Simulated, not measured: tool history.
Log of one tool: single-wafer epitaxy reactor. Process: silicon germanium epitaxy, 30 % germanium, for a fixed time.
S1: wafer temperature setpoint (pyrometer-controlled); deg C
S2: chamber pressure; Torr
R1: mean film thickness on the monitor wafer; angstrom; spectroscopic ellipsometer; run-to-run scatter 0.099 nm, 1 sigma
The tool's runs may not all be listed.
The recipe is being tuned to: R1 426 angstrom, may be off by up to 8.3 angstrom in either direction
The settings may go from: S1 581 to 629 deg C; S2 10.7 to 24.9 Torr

| run | hour | S1 | S2 | R1 |
|---|---|---|---|---|
| 1 | 0 | 605 | 17.8 | 637.71 |
| 2 | 1.7 | 605 | 16.2 | 601.38 |
| 3 | 2.8 | 605 | 17.3 | 627.71 |
| 4 | 8.1 | 602 | 17.3 | 593.05 |
| 5 | 9.7 | 609 | 17.3 | 674.42 |
| 6 | 18.4 | 606 | 17.3 | 637.23 |
| 7 | 23.7 | 603 | 17.3 | 605.17 |
| 8 | 32.2 | 601 | 17.3 | 577.9 |
| 9 | 34.3 | 589 | 17 | 453.48 |
| 10 | 35.8 | 587 | 17 | 435.07 |

4 candidate next runs follow, results not yet known. Just one meets every target within its allowed miss. Identify it.
| A | 37.3 | 582 | 19.2 | ? |
| B | 37.3 | 586 | 16 | ? |
| C | 37.3 | 584 | 16.9 | ? |
| D | 37.3 | 583 | 17.1 | ? |

| move | R1 |
|---|---|
| A | 424.15 |
| B | 411.65 |
| C | 409.23 |
| D | 403.98 |
A: all results land within tolerance of their targets
B: the result that was furthest off in the last run now lies on the other side of its target
C: the result that was furthest off in the last run now lies on the other side of its target
D: the result that was furthest off in the last run now lies on the other side of its target
Answer: A
